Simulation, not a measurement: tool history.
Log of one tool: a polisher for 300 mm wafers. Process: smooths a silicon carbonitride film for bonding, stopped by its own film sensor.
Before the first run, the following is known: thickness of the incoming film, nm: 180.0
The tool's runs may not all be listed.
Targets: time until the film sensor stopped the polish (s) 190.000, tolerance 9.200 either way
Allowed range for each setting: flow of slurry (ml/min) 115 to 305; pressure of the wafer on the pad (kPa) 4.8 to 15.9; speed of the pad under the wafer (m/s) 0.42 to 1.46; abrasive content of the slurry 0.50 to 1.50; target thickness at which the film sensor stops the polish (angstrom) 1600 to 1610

run  hour  flow of slurry (ml/min)  pressure of the wafer on the pad (kPa)  speed of the pad under the wafer (m/s)  abrasive content of the slurry  target thickness at which the film sensor stops the polish (angstrom)  time until the film sensor stopped the polish (s)
  1   0.0                      195                                    10.3                                    0.94                            1.00                                                                   1610                                            122.980
  2   7.9                      195                                    10.3                                    1.04                            1.00                                                                   1610                                            117.220
  3   9.9                      195                                     9.7                                    1.02                            1.00                                                                   1610                                            124.640
  4  11.4                      180                                     9.7                                    1.02                            1.00                                                                   1610                                            124.700
  5  12.5                      145                                     9.7                                    1.02                            1.00                                                                   1610                                            128.690
  6  14.8                      145                                     9.7                                    1.02                            1.00                                                                   1600                                            138.170
     22.5  -- slurry blender recalibrated
  7  22.5                      145                                     9.0                                    1.02                            1.00                                                                   1600                                            121.700
  8  25.0                      140                                    11.0                                    0.76                            0.90                                                                   1600                                            132.480

Exactly one of the 5 candidate moves below puts every result within its allowed miss. Which one?
  A  27.5                      115                                    11.0                                    0.58                            0.90                                                                   1600                                                  ?
  B  27.5                      140                                    10.3                                    0.52                            0.90                                                                   1600                                                  ?
  C  27.5                      135                                    15.2                                    0.82                            0.85                                                                   1610                                                  ?
  D  27.5                      120                                     8.3                                    0.62                            0.85                                                                   1600                                                  ?
  E  27.5                      120                                    13.1                                    0.84                            0.90                                                                   1610                                                  ?

move  time until the film sensor stopped the polish (s)
   A                                            159.850
   B                                            167.920
   C                                             97.807
   D                                            191.640
   E                                            109.050
A: better than the last run, though not everything is in spec
B: better than the last run, though not everything is in spec
C: lands further from the targets than the last run did
D: meets every target
E: lands further from the targets than the last run did
Correct choice: D, which meets every target

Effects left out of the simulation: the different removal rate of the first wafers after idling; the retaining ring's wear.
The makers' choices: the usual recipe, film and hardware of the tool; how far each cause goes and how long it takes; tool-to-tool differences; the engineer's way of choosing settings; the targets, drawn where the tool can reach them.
